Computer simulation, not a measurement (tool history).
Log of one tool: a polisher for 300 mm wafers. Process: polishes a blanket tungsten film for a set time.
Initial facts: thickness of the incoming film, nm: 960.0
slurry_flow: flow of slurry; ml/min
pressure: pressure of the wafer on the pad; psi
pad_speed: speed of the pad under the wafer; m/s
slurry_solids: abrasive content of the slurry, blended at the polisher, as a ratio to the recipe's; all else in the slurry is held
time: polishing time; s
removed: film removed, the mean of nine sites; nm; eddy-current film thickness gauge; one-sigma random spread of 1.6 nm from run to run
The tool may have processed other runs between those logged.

run	hour	slurry_flow	pressure	pad_speed	slurry_solids	time	removed
1	0.0	205	3.7	1.00	1.00	51	227.59
2	0.8	205	3.7	1.00	0.80	51	214.37
3	5.0	205	3.5	1.00	0.80	51	203.33
4	12.5	205	3.3	1.00	0.80	51	193.74
5	16.7	205	3.3	1.00	0.80	54	207.21
6	20.5	205	3.3	1.00	0.95	54	217.16
7	26.1	205	3.3	1.00	0.95	54	218.67

Expected results for the next run?
8	32.4	205	3.0	1.00	0.95	54	?

removed: 207.28 nm
